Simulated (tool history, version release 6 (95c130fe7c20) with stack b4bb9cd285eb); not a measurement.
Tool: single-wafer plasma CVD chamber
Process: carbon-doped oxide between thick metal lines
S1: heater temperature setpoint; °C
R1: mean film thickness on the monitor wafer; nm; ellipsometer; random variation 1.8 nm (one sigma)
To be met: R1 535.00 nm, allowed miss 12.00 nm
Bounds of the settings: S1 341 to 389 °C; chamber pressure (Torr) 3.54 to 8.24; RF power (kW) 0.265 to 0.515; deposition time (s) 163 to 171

{"run": 1, "hour": 0.0, "S1": 365, "chamber pressure (Torr)": 5.89, "RF power (kW)": 0.39, "deposition time (s)": 171, "R1": 725.29}
{"run": 2, "hour": 5.6, "S1": 366, "chamber pressure (Torr)": 5.8, "RF power (kW)": 0.375, "deposition time (s)": 170, "R1": 692.5}
{"run": 3, "hour": 12.4, "S1": 367, "chamber pressure (Torr)": 5.68, "RF power (kW)": 0.365, "deposition time (s)": 170, "R1": 672.57}
{"run": 4, "hour": 18.2, "S1": 368, "chamber pressure (Torr)": 5.53, "RF power (kW)": 0.355, "deposition time (s)": 170, "R1": 656.94}
{"run": 5, "hour": 22.1, "S1": 369, "chamber pressure (Torr)": 5.42, "RF power (kW)": 0.345, "deposition time (s)": 170, "R1": 633.01}
{"run": 6, "hour": 29.5, "S1": 370, "chamber pressure (Torr)": 5.27, "RF power (kW)": 0.34, "deposition time (s)": 170, "R1": 618.47}
{"run": 7, "hour": 32.5, "S1": 371, "chamber pressure (Torr)": 5.1, "RF power (kW)": 0.34, "deposition time (s)": 170, "R1": 615.54}
{"run": 8, "hour": 36.8, "S1": 372, "chamber pressure (Torr)": 4.96, "RF power (kW)": 0.335, "deposition time (s)": 170, "R1": 606.36}
{"run": 9, "hour": 39.6, "S1": 373, "chamber pressure (Torr)": 4.85, "RF power (kW)": 0.33, "deposition time (s)": 170, "R1": 590.68}
{"run": 10, "hour": 45.8, "S1": 374, "chamber pressure (Torr)": 4.74, "RF power (kW)": 0.33, "deposition time (s)": 170, "R1": 589.25}
{"run": 11, "hour": 51.1, "S1": 375, "chamber pressure (Torr)": 4.63, "RF power (kW)": 0.33, "deposition time (s)": 170, "R1": 587.69}
{"run": 12, "hour": 57.6, "S1": 377, "chamber pressure (Torr)": 4.21, "RF power (kW)": 0.28, "deposition time (s)": 168, "R1": 485.46}
{"run": 13, "hour": 61.9, "S1": 377, "chamber pressure (Torr)": 4.35, "RF power (kW)": 0.28, "deposition time (s)": 168, "R1": 490.63}
{"run": 14, "hour": 68.2, "S1": 376, "chamber pressure (Torr)": 4.48, "RF power (kW)": 0.28, "deposition time (s)": 168, "R1": 491.48}
{"run": 15, "hour": 75.1, "S1": 373, "chamber pressure (Torr)": 5.2, "RF power (kW)": 0.32, "deposition time (s)": 169, "R1": 576.64}
{"run": 16, "hour": 78.8, "S1": 373, "chamber pressure (Torr)": 5.11, "RF power (kW)": 0.32, "deposition time (s)": 169, "R1": 576.81}

5 next moves are on the table. One of them brings every result within its allowed miss. Which?
{"run": "A", "hour": 82.5, "S1": 385, "chamber pressure (Torr)": 4.79, "RF power (kW)": 0.32, "deposition time (s)": 163, "R1": "?"}
{"run": "B", "hour": 82.5, "S1": 372, "chamber pressure (Torr)": 5.36, "RF power (kW)": 0.29, "deposition time (s)": 163, "R1": "?"}
{"run": "C", "hour": 82.5, "S1": 370, "chamber pressure (Torr)": 5.37, "RF power (kW)": 0.29, "deposition time (s)": 163, "R1": "?"}
{"run": "D", "hour": 82.5, "S1": 387, "chamber pressure (Torr)": 3.99, "RF power (kW)": 0.38, "deposition time (s)": 171, "R1": "?"}
{"run": "E", "hour": 82.5, "S1": 372, "chamber pressure (Torr)": 5.7, "RF power (kW)": 0.31, "deposition time (s)": 171, "R1": "?"}

move=A R1=543.87
move=B R1=513.65
move=C R1=515.66
move=D R1=647.90
move=E R1=579.39
A: meets every target
B: takes the result that was furthest off past its target
C: takes the result that was furthest off past its target
D: further off than the last run
E: further off than the last run
Move A is the one to make.
